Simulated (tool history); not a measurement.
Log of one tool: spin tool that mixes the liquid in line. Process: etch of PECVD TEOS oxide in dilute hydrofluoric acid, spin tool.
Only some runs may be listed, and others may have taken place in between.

run,day,temperature setpoint of the liquid (K),parts of water to one part of 49 % hydrofluoric acid (parts by volume),time under the liquid (s),thickness taken off the PECVD TEOS oxide on a monitor wafer (angstrom)
1,0,294.15,115,275,207.42
2,0.154,294.15,115,275,205.77
3,0.412,294.15,140,275,166.22
4,0.488,296.65,125,275,207.95
5,0.567,298.15,115,275,240.98
6,0.6,299.15,110,275,266.26

Run 7 is up next; what results do you expect?
7,0.683,300.15,105,275,?

Run 7 produced thickness taken off the PECVD TEOS oxide on a monitor wafer (angstrom) 288.93.
